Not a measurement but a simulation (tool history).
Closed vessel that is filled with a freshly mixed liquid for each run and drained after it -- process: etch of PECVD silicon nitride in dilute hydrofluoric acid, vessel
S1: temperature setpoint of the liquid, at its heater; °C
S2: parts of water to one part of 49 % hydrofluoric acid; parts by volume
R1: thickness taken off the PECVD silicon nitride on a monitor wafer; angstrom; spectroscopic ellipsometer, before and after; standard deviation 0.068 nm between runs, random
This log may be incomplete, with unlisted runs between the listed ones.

Run 1, hour 0: S1 24 °C, S2 65 parts by volume, time in the liquid (s) 115. Result: R1 34.802 angstrom.
Run 2, hour 6.6: S1 26 °C, S2 60 parts by volume, time in the liquid (s) 115. Result: R1 43.816 angstrom.
Run 3, hour 10.4: S1 27.5 °C, S2 60 parts by volume, time in the liquid (s) 115. Result: R1 47.94 angstrom.
Run 4, hour 18.2: S1 28.5 °C, S2 60 parts by volume, time in the liquid (s) 115. Result: R1 49.944 angstrom.
Run 5, hour 27.2: S1 28.5 °C, S2 40 parts by volume, time in the liquid (s) 115. Result: R1 76.58 angstrom.
Run 6, hour 33.9: S1 25 °C, S2 40 parts by volume, time in the liquid (s) 115. Result: R1 60.158 angstrom.

What will run 7 give?
Run 7, hour 42.8: S1 25.5 °C, S2 40 parts by volume, time in the liquid (s) 115. Result: R1 ?.

{"run 7": {"R1": 62.495}}
